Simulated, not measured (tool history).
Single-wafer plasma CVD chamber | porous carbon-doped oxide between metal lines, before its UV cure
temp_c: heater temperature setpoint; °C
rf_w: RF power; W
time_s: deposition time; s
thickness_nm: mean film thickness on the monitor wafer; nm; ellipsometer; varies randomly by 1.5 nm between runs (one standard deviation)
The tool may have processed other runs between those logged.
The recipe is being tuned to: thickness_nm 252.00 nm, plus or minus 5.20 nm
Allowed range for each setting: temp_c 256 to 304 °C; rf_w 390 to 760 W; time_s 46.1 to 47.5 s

| run | hour | temp_c | rf_w | time_s | thickness_nm |
|---|---|---|---|---|---|
| 1 | 0.0 | 280 | 575 | 46.1 | 286.76 |
| 2 | 1.1 | 270 | 575 | 46.1 | 300.41 |
| 3 | 3.5 | 270 | 575 | 47.5 | 313.16 |
| 4 | 5.5 | 276 | 575 | 47.5 | 300.90 |
|  | 8.5 | thermocouple changed; heater temperature recalibrated |
| 5 | 8.5 | 276 | 575 | 46.1 | 296.78 |
| 6 | 14.6 | 268 | 575 | 46.1 | 314.39 |
| 7 | 23.5 | 272 | 570 | 46.1 | 303.76 |
| 8 | 27.0 | 275 | 565 | 46.1 | 299.75 |
| 9 | 35.0 | 279 | 555 | 46.1 | 287.44 |
| 10 | 37.7 | 282 | 550 | 46.1 | 281.15 |
| 11 | 42.0 | 284 | 545 | 46.1 | 274.90 |
| 12 | 47.9 | 286 | 540 | 46.1 | 270.75 |

Exercise: of the 4 proposed moves below, exactly one satisfies all targets within the stated allowed misses. Which move is it?
| A | 53.8 | 278 | 555 | 46.1 | ? |
| B | 53.8 | 295 | 480 | 46.1 | ? |
| C | 53.8 | 288 | 485 | 46.1 | ? |
| D | 53.8 | 288 | 520 | 46.1 | ? |

| move | thickness_nm |
|---|---|
| A | 290.02 |
| B | 244.42 |
| C | 255.10 |
| D | 264.89 |
A: moves away from the targets compared with the last run
B: carries the result that was furthest off beyond its target, to the other side
C: all results land within tolerance of their targets
D: nearer than the last run, and not there yet
Go with C: it meets all targets.

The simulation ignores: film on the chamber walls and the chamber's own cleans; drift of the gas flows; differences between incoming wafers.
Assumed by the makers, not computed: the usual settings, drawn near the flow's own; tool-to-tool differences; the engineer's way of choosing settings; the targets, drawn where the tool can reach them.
